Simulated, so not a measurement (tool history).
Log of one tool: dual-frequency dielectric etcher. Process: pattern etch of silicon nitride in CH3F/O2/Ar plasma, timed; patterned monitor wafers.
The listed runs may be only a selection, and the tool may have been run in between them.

run  hour  source power (W)  bias power (W)  etch time (s)  mean etch depth across the wafer (Å)
  1     0               350              72             34                                229.74
  2   3.1               380              74             34                                239.94
  3   4.5               400              75             34                                245.47
  4   8.6               420              75             34                                 247.7
  5   9.7               420              68             34                                240.29
  6  10.9               440              71             34                                248.26
  7  19.3               440              71             34                                248.61
  8    22               450              73             34                                254.77
  9  30.1               450              73             34                                253.25

Run 10 comes next. What will it give?
 10  31.2               460              74             34                                     ?

Run 10 produced mean etch depth across the wafer (Å) 257.62.

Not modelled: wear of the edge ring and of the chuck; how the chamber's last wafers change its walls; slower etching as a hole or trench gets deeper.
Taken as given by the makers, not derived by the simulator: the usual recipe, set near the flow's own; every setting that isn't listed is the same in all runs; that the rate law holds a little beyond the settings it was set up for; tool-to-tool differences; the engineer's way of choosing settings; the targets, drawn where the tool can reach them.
